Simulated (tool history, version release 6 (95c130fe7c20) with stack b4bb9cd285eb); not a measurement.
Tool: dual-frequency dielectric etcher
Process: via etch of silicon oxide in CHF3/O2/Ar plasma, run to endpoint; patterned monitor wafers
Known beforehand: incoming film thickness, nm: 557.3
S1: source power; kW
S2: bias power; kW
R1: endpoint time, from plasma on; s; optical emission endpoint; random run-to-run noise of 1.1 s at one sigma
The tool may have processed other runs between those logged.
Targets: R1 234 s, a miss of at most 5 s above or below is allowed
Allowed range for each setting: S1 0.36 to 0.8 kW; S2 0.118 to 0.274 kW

run,hour,S1,S2,R1
1,0,0.58,0.196,282.04
2,8.3,0.65,0.208,264.21
3,10.8,0.59,0.208,273.46
4,13.9,0.65,0.218,258.78
5,21.4,0.65,0.184,274.94
6,28.4,0.73,0.184,264.84
7,30.1,0.75,0.2,254.56
8,34.2,0.77,0.211,248.82
9,34.7,0.78,0.221,244.15
10,38.8,0.79,0.228,238.61

Which of these 4 next moves meets every target?
A,42.9,0.8,0.238,?
B,42.9,0.73,0.233,?
C,42.9,0.76,0.229,?
D,42.9,0.77,0.223,?

move,R1
A,235.88
B,244.62
C,243.11
D,244.48
A: every result within its allowed miss
B: further off than the last run
C: further off than the last run
D: further off than the last run
Answer: A
